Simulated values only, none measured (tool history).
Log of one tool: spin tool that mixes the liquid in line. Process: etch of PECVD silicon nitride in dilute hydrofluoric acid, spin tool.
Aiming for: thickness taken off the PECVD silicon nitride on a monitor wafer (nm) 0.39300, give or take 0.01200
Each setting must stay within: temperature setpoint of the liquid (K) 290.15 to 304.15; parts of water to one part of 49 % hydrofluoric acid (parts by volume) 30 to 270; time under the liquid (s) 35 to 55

| run | day | temperature setpoint of the liquid (K) | parts of water to one part of 49 % hydrofluoric acid (parts by volume) | time under the liquid (s) | thickness taken off the PECVD silicon nitride on a monitor wafer (nm) |
|---|---|---|---|---|---|
| 1 | 0.000 | 296.15 | 150 | 55 | 0.85109 |
| 2 | 0.221 | 296.15 | 150 | 35 | 0.54920 |
| 3 | 0.292 | 295.15 | 150 | 35 | 0.50581 |
| 4 | 0.358 | 294.65 | 150 | 35 | 0.49833 |
| 5 | 0.521 | 294.15 | 150 | 35 | 0.47941 |
| 6 | 0.821 | 293.65 | 150 | 35 | 0.46432 |
| 7 | 0.867 | 293.15 | 150 | 35 | 0.45019 |
| 8 | 0.892 | 292.65 | 150 | 35 | 0.43011 |
| 9 | 0.929 | 292.15 | 150 | 35 | 0.42738 |
| 10 | 1.083 | 291.65 | 150 | 35 | 0.40637 |

Exercise: of the 4 proposed moves below, exactly one satisfies all targets within the stated allowed misses. Which move is it?
| A | 1.238 | 293.15 | 155 | 35 | ? |
| B | 1.238 | 290.15 | 205 | 50 | ? |
| C | 1.238 | 290.65 | 135 | 35 | ? |
| D | 1.238 | 293.65 | 165 | 35 | ? |

| move | thickness taken off the PECVD silicon nitride on a monitor wafer (nm) |
|---|---|
| A | 0.43334 |
| B | 0.38646 |
| C | 0.41838 |
| D | 0.42149 |
A: moves away from the targets compared with the last run
B: every result lands within tolerance
C: moves away from the targets compared with the last run
D: moves away from the targets compared with the last run
The right move is B.
